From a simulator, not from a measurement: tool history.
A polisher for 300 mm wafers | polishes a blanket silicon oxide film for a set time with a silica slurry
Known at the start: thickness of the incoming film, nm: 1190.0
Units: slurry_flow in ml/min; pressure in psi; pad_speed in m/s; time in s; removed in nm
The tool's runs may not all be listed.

run,day,slurry_flow,pressure,pad_speed,slurry_solids,time,removed
1,0,155,3,1.18,1,54,120.19
2,0.242,155,3,1.18,1,48,109.58
3,0.417,155,2.9,1.18,1,48,107.55
4,0.45,195,2.9,1.18,1,48,109.91
5,0.812,195,2.9,1.18,1.1,48,116.08
6,1.021,175,2.9,1.18,1.1,48,115.44
7,1.138,175,2.8,1.18,1.1,48,110.64
8,1.321,175,2.7,1.18,1.1,48,108.67
9,1.442,175,2.6,1.18,1.1,48,106.5
10,1.758,175,2.5,1.18,1.1,48,102.71
11,2.079,175,2.4,1.18,1.1,48,99.471

The next listed run, before its measurement:
12,2.267,175,2.2,1.18,1.1,48,?

{"run 12": {"removed": 98.206}}

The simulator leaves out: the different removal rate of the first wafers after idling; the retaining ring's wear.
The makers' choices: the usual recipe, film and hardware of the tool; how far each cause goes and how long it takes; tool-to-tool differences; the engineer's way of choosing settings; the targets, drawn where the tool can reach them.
